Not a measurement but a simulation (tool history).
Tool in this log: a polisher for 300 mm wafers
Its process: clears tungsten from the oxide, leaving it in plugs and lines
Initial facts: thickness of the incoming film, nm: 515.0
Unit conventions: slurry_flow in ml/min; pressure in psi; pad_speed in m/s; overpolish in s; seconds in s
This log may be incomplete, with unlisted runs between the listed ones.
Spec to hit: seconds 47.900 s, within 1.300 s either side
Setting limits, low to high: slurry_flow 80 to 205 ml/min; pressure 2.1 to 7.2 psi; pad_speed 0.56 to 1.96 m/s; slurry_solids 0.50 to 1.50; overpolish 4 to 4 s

run 1 hour=0.0 | slurry_flow=135 pressure=4.6 pad_speed=1.26 slurry_solids=1.00 overpolish=4 | seconds=64.640
run 2 hour=3.6 | slurry_flow=165 pressure=4.6 pad_speed=1.26 slurry_solids=1.00 overpolish=4 | seconds=61.767
run 3 hour=8.3 | slurry_flow=165 pressure=4.6 pad_speed=1.38 slurry_solids=1.00 overpolish=4 | seconds=57.006
run 4 hour=9.8 | slurry_flow=170 pressure=4.7 pad_speed=1.38 slurry_solids=1.00 overpolish=4 | seconds=55.869
run 5 hour=17.4 | slurry_flow=170 pressure=4.8 pad_speed=1.38 slurry_solids=1.00 overpolish=4 | seconds=54.479
run 6 hour=18.5 | slurry_flow=170 pressure=4.8 pad_speed=1.38 slurry_solids=1.00 overpolish=4 | seconds=54.859
run 7 hour=26.5 | slurry_flow=170 pressure=4.9 pad_speed=1.38 slurry_solids=1.00 overpolish=4 | seconds=52.841
run 8 hour=31.3 | slurry_flow=170 pressure=5.0 pad_speed=1.38 slurry_solids=1.00 overpolish=4 | seconds=52.337
run 9 hour=39.7 | slurry_flow=170 pressure=5.1 pad_speed=1.38 slurry_solids=1.00 overpolish=4 | seconds=51.420

Exactly one of the 4 candidate moves below puts every result within its allowed miss. Which one?
run A hour=48.1 | slurry_flow=180 pressure=4.7 pad_speed=1.38 slurry_solids=1.05 overpolish=4 | seconds=?
run B hour=48.1 | slurry_flow=160 pressure=5.2 pad_speed=1.50 slurry_solids=0.95 overpolish=4 | seconds=?
run C hour=48.1 | slurry_flow=150 pressure=5.1 pad_speed=1.36 slurry_solids=0.95 overpolish=4 | seconds=?
run D hour=48.1 | slurry_flow=165 pressure=5.5 pad_speed=1.28 slurry_solids=1.05 overpolish=4 | seconds=?

move=A seconds=54.313
move=B seconds=47.251
move=C seconds=53.594
move=D seconds=50.854
A: lands further from the targets than the last run did
B: all results in spec
C: lands further from the targets than the last run did
D: an improvement on the last run, though not all results are within tolerance
Move B is the one to make.
